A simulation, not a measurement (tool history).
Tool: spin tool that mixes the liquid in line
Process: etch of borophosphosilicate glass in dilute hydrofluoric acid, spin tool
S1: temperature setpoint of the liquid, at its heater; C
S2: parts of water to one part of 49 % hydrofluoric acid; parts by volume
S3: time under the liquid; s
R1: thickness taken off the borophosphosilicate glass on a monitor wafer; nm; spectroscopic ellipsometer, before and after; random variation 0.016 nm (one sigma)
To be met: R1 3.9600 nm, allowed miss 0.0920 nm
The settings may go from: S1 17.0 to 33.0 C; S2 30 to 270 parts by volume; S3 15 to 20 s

Run 1, hour 0.0: S1 25.0 C, S2 150 parts by volume, S3 20 s. Result: R1 5.0459 nm.
Run 2, hour 7.8: S1 23.0 C, S2 150 parts by volume, S3 20 s. Result: R1 4.6685 nm.
Run 3, hour 14.7: S1 23.0 C, S2 110 parts by volume, S3 20 s. Result: R1 6.6953 nm.
Run 4, hour 15.4: S1 21.0 C, S2 120 parts by volume, S3 20 s. Result: R1 5.5738 nm.
Run 5, hour 22.1: S1 21.0 C, S2 80 parts by volume, S3 20 s. Result: R1 8.7340 nm.
Run 6, hour 25.5: S1 19.5 C, S2 80 parts by volume, S3 20 s. Result: R1 8.2635 nm.
Run 7, hour 27.1: S1 19.0 C, S2 100 parts by volume, S3 20 s. Result: R1 6.2881 nm.
Run 8, hour 34.8: S1 18.5 C, S2 110 parts by volume, S3 20 s. Result: R1 5.5439 nm.
Run 9, hour 40.9: S1 18.0 C, S2 120 parts by volume, S3 20 s. Result: R1 4.9315 nm.
Run 10, hour 43.1: S1 17.5 C, S2 125 parts by volume, S3 20 s. Result: R1 4.6059 nm.
Run 11, hour 46.9: S1 17.5 C, S2 130 parts by volume, S3 20 s. Result: R1 4.4446 nm.
Run 12, hour 47.8: S1 17.5 C, S2 135 parts by volume, S3 20 s. Result: R1 4.2393 nm.

Which of these 4 next moves meets every target?
Run A, hour 48.7: S1 24.5 C, S2 190 parts by volume, S3 20 s. Result: R1 ?.
Run B, hour 48.7: S1 17.0 C, S2 115 parts by volume, S3 15 s. Result: R1 ?.
Run C, hour 48.7: S1 20.0 C, S2 155 parts by volume, S3 20 s. Result: R1 ?.
Run D, hour 48.7: S1 17.0 C, S2 145 parts by volume, S3 20 s. Result: R1 ?.

move      R1
   A  3.7425
   B  3.7349
   C  4.0075
   D  3.8333
A: takes the result that was furthest off past its target
B: takes the result that was furthest off past its target
C: meets every target
D: takes the result that was furthest off past its target
Move C is the one to make.

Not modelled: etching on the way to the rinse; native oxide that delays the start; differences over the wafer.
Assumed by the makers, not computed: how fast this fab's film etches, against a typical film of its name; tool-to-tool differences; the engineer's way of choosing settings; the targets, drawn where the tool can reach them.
